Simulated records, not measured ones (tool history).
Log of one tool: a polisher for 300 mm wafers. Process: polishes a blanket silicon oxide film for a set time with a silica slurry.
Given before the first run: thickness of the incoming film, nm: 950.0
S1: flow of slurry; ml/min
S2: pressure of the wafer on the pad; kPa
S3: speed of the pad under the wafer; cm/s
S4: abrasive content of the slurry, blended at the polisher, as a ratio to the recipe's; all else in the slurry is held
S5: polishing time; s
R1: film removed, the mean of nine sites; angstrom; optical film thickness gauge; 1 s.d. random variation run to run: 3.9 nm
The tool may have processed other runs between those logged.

run 1 hour=0.0 | S1=265 S2=33.8 S3=100 S4=1.0 S5=95 | R1=4096.6
run 2 hour=0.9 | S1=265 S2=33.8 S3=118 S4=1.0 S5=95 | R1=4643.9
run 3 hour=4.8 | S1=265 S2=33.8 S3=96 S4=1.0 S5=95 | R1=3961.7
run 4 hour=7.6 | S1=270 S2=36.5 S3=96 S4=1.0 S5=95 | R1=4200.8
run 5 hour=8.5 | S1=270 S2=40.0 S3=96 S4=1.0 S5=95 | R1=4592.7
run 6 hour=11.5 | S1=270 S2=40.0 S3=96 S4=0.9 S5=95 | R1=4418.0
run 7 hour=19.4 | S1=270 S2=42.7 S3=96 S4=0.9 S5=95 | R1=4728.5
run 8 hour=25.8 | S1=270 S2=44.8 S3=96 S4=0.9 S5=95 | R1=4933.1
run 9 hour=30.2 | S1=275 S2=46.2 S3=96 S4=0.9 S5=95 | R1=5074.8
run 10 hour=32.2 | S1=275 S2=47.6 S3=96 S4=0.9 S5=95 | R1=5250.5
run 11 hour=40.2 | S1=275 S2=49.0 S3=96 S4=0.9 S5=95 | R1=5367.2
run 12 hour=43.4 | S1=275 S2=49.6 S3=96 S4=0.9 S5=95 | R1=5401.2

Run 13, settings as shown, results not yet in. Your forecast:
run 13 hour=51.2 | S1=275 S2=50.3 S3=96 S4=0.9 S5=95 | R1=?

R1: 5442.6 angstrom

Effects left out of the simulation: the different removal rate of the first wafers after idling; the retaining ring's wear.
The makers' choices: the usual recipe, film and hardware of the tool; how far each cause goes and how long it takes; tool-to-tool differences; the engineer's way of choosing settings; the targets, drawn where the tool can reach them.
